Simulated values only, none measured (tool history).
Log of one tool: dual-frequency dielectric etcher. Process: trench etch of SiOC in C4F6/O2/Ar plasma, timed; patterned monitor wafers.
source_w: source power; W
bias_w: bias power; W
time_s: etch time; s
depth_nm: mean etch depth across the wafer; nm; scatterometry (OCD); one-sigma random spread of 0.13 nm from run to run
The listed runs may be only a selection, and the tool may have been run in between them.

run 1 hour=0 | source_w=310 bias_w=240 time_s=19.5 | depth_nm=41.662
run 2 hour=4.2 | source_w=330 bias_w=247 time_s=19.5 | depth_nm=43.263
run 3 hour=12.1 | source_w=330 bias_w=227 time_s=19.5 | depth_nm=41.417
run 4 hour=13.4 | source_w=330 bias_w=227 time_s=20 | depth_nm=42.529
run 5 hour=19.5 | source_w=350 bias_w=234 time_s=20 | depth_nm=44.401
run 6 hour=23.8 | source_w=370 bias_w=238 time_s=20 | depth_nm=45.556
run 7 hour=32.6 | source_w=380 bias_w=243 time_s=20 | depth_nm=46.456
run 8 hour=35.8 | source_w=390 bias_w=247 time_s=20 | depth_nm=47.217
run 9 hour=40.6 | source_w=400 bias_w=250 time_s=20 | depth_nm=48.124
run 10 hour=46.5 | source_w=410 bias_w=252 time_s=20 | depth_nm=48.562

What will run 11 give?
run 11 hour=54.3 | source_w=420 bias_w=254 time_s=20 | depth_nm=?

{"run 11": {"depth_nm": 49.193}}
